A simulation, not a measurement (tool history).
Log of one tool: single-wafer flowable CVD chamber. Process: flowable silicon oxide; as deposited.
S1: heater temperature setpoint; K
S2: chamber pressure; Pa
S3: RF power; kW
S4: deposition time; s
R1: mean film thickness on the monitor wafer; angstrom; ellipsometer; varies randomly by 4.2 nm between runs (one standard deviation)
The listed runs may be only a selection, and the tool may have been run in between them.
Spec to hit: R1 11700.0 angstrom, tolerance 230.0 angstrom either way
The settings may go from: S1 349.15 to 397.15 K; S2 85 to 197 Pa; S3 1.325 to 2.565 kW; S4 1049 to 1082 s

Run 1, hour 0.0: S1 373.15 K, S2 141 Pa, S3 1.945 kW, S4 1049 s. Result: R1 8162.5 angstrom.
Run 2, hour 2.5: S1 363.15 K, S2 141 Pa, S3 1.945 kW, S4 1049 s. Result: R1 11041.0 angstrom.
Run 3, hour 3.5: S1 371.15 K, S2 141 Pa, S3 1.945 kW, S4 1049 s. Result: R1 8687.2 angstrom.
Run 4, hour 8.9: S1 371.15 K, S2 141 Pa, S3 1.945 kW, S4 1049 s. Result: R1 8618.3 angstrom.
Run 5, hour 16.4: S1 371.15 K, S2 123 Pa, S3 1.945 kW, S4 1049 s. Result: R1 7645.0 angstrom.
Run 6, hour 18.5: S1 362.15 K, S2 123 Pa, S3 1.945 kW, S4 1049 s. Result: R1 9876.3 angstrom.
Run 7, hour 22.8: S1 361.15 K, S2 123 Pa, S3 1.945 kW, S4 1049 s. Result: R1 10106.0 angstrom.
Run 8, hour 31.1: S1 361.15 K, S2 123 Pa, S3 1.945 kW, S4 1049 s. Result: R1 10164.0 angstrom.
Run 9, hour 36.7: S1 360.15 K, S2 123 Pa, S3 1.945 kW, S4 1049 s. Result: R1 10465.0 angstrom.
Run 10, hour 38.9: S1 359.15 K, S2 123 Pa, S3 1.945 kW, S4 1049 s. Result: R1 10690.0 angstrom.
Run 11, hour 45.6: S1 358.15 K, S2 123 Pa, S3 1.945 kW, S4 1049 s. Result: R1 10958.0 angstrom.
Run 12, hour 51.8: S1 358.15 K, S2 123 Pa, S3 1.945 kW, S4 1049 s. Result: R1 10950.0 angstrom.
Run 13, hour 60.4: S1 357.15 K, S2 123 Pa, S3 1.945 kW, S4 1049 s. Result: R1 11225.0 angstrom.
Run 14, hour 68.4: S1 357.15 K, S2 123 Pa, S3 1.945 kW, S4 1049 s. Result: R1 11291.0 angstrom.

Exercise: of the 5 proposed moves below, exactly one satisfies all targets within the stated allowed misses. Which move is it?
Run A, hour 76.4: S1 358.15 K, S2 119 Pa, S3 1.905 kW, S4 1058 s. Result: R1 ?.
Run B, hour 76.4: S1 357.15 K, S2 113 Pa, S3 1.930 kW, S4 1073 s. Result: R1 ?.
Run C, hour 76.4: S1 358.15 K, S2 129 Pa, S3 1.930 kW, S4 1060 s. Result: R1 ?.
Run D, hour 76.4: S1 353.15 K, S2 119 Pa, S3 1.785 kW, S4 1069 s. Result: R1 ?.
Run E, hour 76.4: S1 353.15 K, S2 105 Pa, S3 1.870 kW, S4 1052 s. Result: R1 ?.

move       R1
   A  10695.0
   B  10670.0
   C  11661.0
   D  12166.0
   E  10765.0
A: its largest miss is bigger than the last run's
B: its largest miss is bigger than the last run's
C: each result inside its tolerance
D: carries the result that was furthest off beyond its target, to the other side
E: its largest miss is bigger than the last run's
The right move is C.
